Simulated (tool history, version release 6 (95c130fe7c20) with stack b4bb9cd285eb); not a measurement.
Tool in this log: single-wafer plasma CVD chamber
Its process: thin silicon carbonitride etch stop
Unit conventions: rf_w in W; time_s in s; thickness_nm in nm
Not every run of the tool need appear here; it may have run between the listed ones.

run,hour,rf_w,time_s,thickness_nm
1,0.0,155,23.5,11.381
2,7.5,145,23.5,11.369
3,15.5,165,23.5,11.605
4,22.7,160,23.0,11.354
5,28.1,180,23.0,11.472
6,30.4,180,22.4,11.171

What does the tool deliver on the next run?
7,34.0,180,21.9,?

{"run 7": {"thickness_nm": 10.997}}
